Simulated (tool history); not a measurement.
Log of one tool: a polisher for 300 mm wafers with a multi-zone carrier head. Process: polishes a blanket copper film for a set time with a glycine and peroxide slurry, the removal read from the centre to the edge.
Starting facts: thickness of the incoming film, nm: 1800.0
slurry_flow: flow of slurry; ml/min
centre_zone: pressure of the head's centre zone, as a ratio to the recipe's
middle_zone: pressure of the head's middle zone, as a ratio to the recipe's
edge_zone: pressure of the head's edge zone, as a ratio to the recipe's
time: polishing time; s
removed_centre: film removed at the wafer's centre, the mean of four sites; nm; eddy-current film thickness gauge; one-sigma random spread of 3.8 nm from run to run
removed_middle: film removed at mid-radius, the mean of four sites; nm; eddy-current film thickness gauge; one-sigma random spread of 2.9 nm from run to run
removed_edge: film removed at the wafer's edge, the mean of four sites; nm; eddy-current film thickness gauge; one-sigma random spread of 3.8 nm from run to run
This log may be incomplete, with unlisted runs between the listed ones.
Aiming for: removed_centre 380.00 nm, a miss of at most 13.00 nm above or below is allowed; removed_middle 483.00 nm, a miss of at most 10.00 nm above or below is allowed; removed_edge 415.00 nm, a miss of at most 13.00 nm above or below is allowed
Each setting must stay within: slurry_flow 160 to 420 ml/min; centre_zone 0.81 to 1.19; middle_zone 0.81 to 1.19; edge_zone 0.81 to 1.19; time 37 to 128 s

run 1 day=0.000 | slurry_flow=270 centre_zone=1.00 middle_zone=1.00 edge_zone=1.00 time=82 | removed_centre=438.14 removed_middle=421.07 removed_edge=440.76
run 2 day=0.200 | slurry_flow=285 centre_zone=0.96 middle_zone=1.04 edge_zone=0.97 time=82 | removed_centre=411.53 removed_middle=442.11 removed_edge=441.03
run 3 day=0.542 | slurry_flow=240 centre_zone=0.96 middle_zone=1.04 edge_zone=0.97 time=82 | removed_centre=403.91 removed_middle=426.73 removed_edge=434.89
run 4 day=0.825 | slurry_flow=240 centre_zone=0.96 middle_zone=1.04 edge_zone=0.89 time=82 | removed_centre=405.47 removed_middle=430.78 removed_edge=424.96
run 5 day=1.142 | slurry_flow=270 centre_zone=0.95 middle_zone=1.07 edge_zone=0.88 time=81 | removed_centre=403.40 removed_middle=446.56 removed_edge=420.62
run 6 day=1.512 | slurry_flow=270 centre_zone=0.95 middle_zone=1.14 edge_zone=0.88 time=81 | removed_centre=401.99 removed_middle=469.33 removed_edge=420.13
run 7 day=1.783 | slurry_flow=275 centre_zone=0.94 middle_zone=1.15 edge_zone=0.87 time=81 | removed_centre=400.30 removed_middle=471.86 removed_edge=417.87
run 8 day=2.008 | slurry_flow=275 centre_zone=0.93 middle_zone=1.16 edge_zone=0.87 time=81 | removed_centre=397.29 removed_middle=477.79 removed_edge=419.24

Next run, 5 choices. One meets every target within its allowed miss, the rest don't. Which?
run A day=2.233 | slurry_flow=255 centre_zone=0.89 middle_zone=1.17 edge_zone=0.99 time=82 | removed_centre=? removed_middle=? removed_edge=?
run B day=2.233 | slurry_flow=310 centre_zone=0.91 middle_zone=1.17 edge_zone=1.01 time=76 | removed_centre=? removed_middle=? removed_edge=?
run C day=2.233 | slurry_flow=255 centre_zone=0.89 middle_zone=1.17 edge_zone=0.86 time=82 | removed_centre=? removed_middle=? removed_edge=?
run D day=2.233 | slurry_flow=310 centre_zone=0.96 middle_zone=1.13 edge_zone=0.81 time=82 | removed_centre=? removed_middle=? removed_edge=?
run E day=2.233 | slurry_flow=220 centre_zone=0.84 middle_zone=1.03 edge_zone=0.89 time=90 | removed_centre=? removed_middle=? removed_edge=?

move=A removed_centre=380.63 removed_middle=480.68 removed_edge=439.66
move=B removed_centre=369.70 removed_middle=455.41 removed_edge=417.67
move=C removed_centre=380.63 removed_middle=480.75 removed_edge=416.89
move=D removed_centre=420.87 removed_middle=476.83 removed_edge=415.19
move=E removed_centre=384.87 removed_middle=463.65 removed_edge=457.16
A: brings the result that was furthest off to its target, and leaves another outside
B: brings the result that was furthest off to its target, and leaves another outside
C: each result inside its tolerance
D: further off than the last run
E: brings the result that was furthest off to its target, and leaves another outside
The right move is C.
